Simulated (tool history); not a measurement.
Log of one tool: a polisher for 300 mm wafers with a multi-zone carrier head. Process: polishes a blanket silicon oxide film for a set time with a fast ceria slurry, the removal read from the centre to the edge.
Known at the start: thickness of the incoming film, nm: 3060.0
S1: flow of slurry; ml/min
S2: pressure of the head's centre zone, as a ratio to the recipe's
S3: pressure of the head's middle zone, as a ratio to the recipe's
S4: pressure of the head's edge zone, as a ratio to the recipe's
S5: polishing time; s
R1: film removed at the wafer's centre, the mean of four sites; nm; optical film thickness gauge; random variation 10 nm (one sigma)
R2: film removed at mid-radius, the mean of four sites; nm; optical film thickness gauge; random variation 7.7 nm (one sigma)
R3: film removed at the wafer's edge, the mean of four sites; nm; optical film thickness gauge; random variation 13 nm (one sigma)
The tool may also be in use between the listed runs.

run	hour	S1	S2	S3	S4	S5	R1	R2	R3
1	0	230	1	1	1	59	742.43	717.89	749.63
2	5.7	230	1	1	1	51	642	637.52	635.27
3	8.1	240	1.05	1.01	1.02	55	732.8	680.49	694.09
4	14.4	240	1.05	0.94	1.02	55	742.54	643.82	685.66
5	22.2	300	1.05	0.94	1.02	55	744.25	659.88	690.06
6	23.7	300	1.05	0.87	1.02	55	761.4	619.23	713.46
7	24.3	300	1.07	0.89	1.02	59	828	675.62	749.77
8	30.6	300	1.08	0.9	1.03	62	871.05	711.95	786.34
9	33.1	300	1.09	0.91	1.04	65	920.3	753.31	837.3

The next listed run, before its measurement:
10	40.9	300	1.11	0.92	1.05	66	?	?	?

{"run 10": {"R1": 959.39, "R2": 775.11, "R3": 841.62}}
